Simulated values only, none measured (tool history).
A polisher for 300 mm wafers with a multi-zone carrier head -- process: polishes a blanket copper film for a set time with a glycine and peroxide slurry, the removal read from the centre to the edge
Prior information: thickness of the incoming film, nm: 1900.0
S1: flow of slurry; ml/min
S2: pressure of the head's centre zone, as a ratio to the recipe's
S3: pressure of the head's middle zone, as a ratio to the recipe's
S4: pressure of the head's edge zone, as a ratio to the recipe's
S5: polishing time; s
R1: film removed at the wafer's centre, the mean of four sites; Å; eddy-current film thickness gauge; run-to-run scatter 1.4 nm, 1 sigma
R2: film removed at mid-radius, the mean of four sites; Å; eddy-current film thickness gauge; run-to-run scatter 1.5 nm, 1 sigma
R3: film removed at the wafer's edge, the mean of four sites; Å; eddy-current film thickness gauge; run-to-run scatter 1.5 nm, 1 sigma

{"run": 1, "day": 0.0, "S1": 280, "S2": 1, "S3": 1, "S4": 1, "S5": 45, "R1": 1663.8, "R2": 1632.1, "R3": 1671.2}
{"run": 2, "day": 0.375, "S1": 290, "S2": 0.98, "S3": 0.99, "S4": 1.05, "S5": 47, "R1": 1687.6, "R2": 1692.8, "R3": 1775.1}
{"run": 3, "day": 0.558, "S1": 290, "S2": 0.96, "S3": 0.98, "S4": 1.09, "S5": 49, "R1": 1716.3, "R2": 1758.2, "R3": 1917.9}
{"run": 4, "day": 0.6, "S1": 300, "S2": 0.96, "S3": 0.98, "S4": 1.12, "S5": 50, "R1": 1749.2, "R2": 1780.6, "R3": 1968}
{"run": 5, "day": 0.971, "S1": 300, "S2": 0.96, "S3": 0.94, "S4": 1.12, "S5": 50, "R1": 1740, "R2": 1740.9, "R3": 1962.1}
{"run": 6, "day": 1.15, "S1": 300, "S2": 0.96, "S3": 0.97, "S4": 1.12, "S5": 50, "R1": 1764.8, "R2": 1746.9, "R3": 1979.6}

Run 7 comes next. What will it give?
{"run": 7, "day": 1.475, "S1": 305, "S2": 0.95, "S3": 0.99, "S4": 1.14, "S5": 50, "R1": "?", "R2": "?", "R3": "?"}

{"run 7": {"R1": 1767.5, "R2": 1835.5, "R3": 1996.7}}
